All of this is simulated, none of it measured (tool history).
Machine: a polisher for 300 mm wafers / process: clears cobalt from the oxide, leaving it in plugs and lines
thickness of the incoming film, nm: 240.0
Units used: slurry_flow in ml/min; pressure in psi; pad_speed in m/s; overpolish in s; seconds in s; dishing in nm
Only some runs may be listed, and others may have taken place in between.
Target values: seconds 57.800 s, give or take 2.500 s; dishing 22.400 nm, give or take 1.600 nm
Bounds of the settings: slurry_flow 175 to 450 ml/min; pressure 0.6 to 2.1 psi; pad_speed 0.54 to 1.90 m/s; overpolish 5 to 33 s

{"run": 1, "day": 0.0, "slurry_flow": 290, "pressure": 1.3, "pad_speed": 1.22, "overpolish": 17, "seconds": 46.886, "dishing": 48.681}
{"run": 2, "day": 0.271, "slurry_flow": 290, "pressure": 1.3, "pad_speed": 1.22, "overpolish": 21, "seconds": 49.265, "dishing": 53.609}
{"run": 3, "day": 0.542, "slurry_flow": 290, "pressure": 1.2, "pad_speed": 1.22, "overpolish": 16, "seconds": 51.75, "dishing": 45.332}
{"run": 4, "day": 0.754, "slurry_flow": 290, "pressure": 1.2, "pad_speed": 1.22, "overpolish": 11, "seconds": 51.899, "dishing": 34.788}
{"run": 5, "day": 0.896, "slurry_flow": 290, "pressure": 1.0, "pad_speed": 1.22, "overpolish": 11, "seconds": 60.273, "dishing": 31.643}
{"run": 6, "day": 1.167, "slurry_flow": 220, "pressure": 1.0, "pad_speed": 1.22, "overpolish": 11, "seconds": 61.956, "dishing": 29.922}
{"run": 7, "day": 1.458, "slurry_flow": 205, "pressure": 1.0, "pad_speed": 1.24, "overpolish": 9, "seconds": 61.658, "dishing": 26.27}
{"run": 8, "day": 1.742, "slurry_flow": 200, "pressure": 1.0, "pad_speed": 1.24, "overpolish": 8, "seconds": 60.744, "dishing": 23.463}
{"run": 9, "day": 2.058, "slurry_flow": 195, "pressure": 1.0, "pad_speed": 1.24, "overpolish": 7, "seconds": 60.43, "dishing": 21.885}

Which single option among these 5 for the next run brings every result within its allowed miss of target? Just one does.
{"run": "A", "day": 2.375, "slurry_flow": 315, "pressure": 1.1, "pad_speed": 1.08, "overpolish": 8, "seconds": "?", "dishing": "?"}
{"run": "B", "day": 2.375, "slurry_flow": 180, "pressure": 1.0, "pad_speed": 1.16, "overpolish": 8, "seconds": "?", "dishing": "?"}
{"run": "C", "day": 2.375, "slurry_flow": 205, "pressure": 1.0, "pad_speed": 1.2, "overpolish": 8, "seconds": "?", "dishing": "?"}
{"run": "D", "day": 2.375, "slurry_flow": 205, "pressure": 0.9, "pad_speed": 1.3, "overpolish": 10, "seconds": "?", "dishing": "?"}
{"run": "E", "day": 2.375, "slurry_flow": 195, "pressure": 1.1, "pad_speed": 1.22, "overpolish": 7, "seconds": "?", "dishing": "?"}

move=A seconds=62.424 dishing=23.578
move=B seconds=65.545 dishing=22.641
move=C seconds=62.878 dishing=23.435
move=D seconds=63.608 dishing=27.829
move=E seconds=57.202 dishing=22.679
A: lands further from the targets than the last run did
B: lands further from the targets than the last run did
C: lands further from the targets than the last run did
D: lands further from the targets than the last run did
E: hits every target within its allowed miss
Correct choice: E, which meets every target

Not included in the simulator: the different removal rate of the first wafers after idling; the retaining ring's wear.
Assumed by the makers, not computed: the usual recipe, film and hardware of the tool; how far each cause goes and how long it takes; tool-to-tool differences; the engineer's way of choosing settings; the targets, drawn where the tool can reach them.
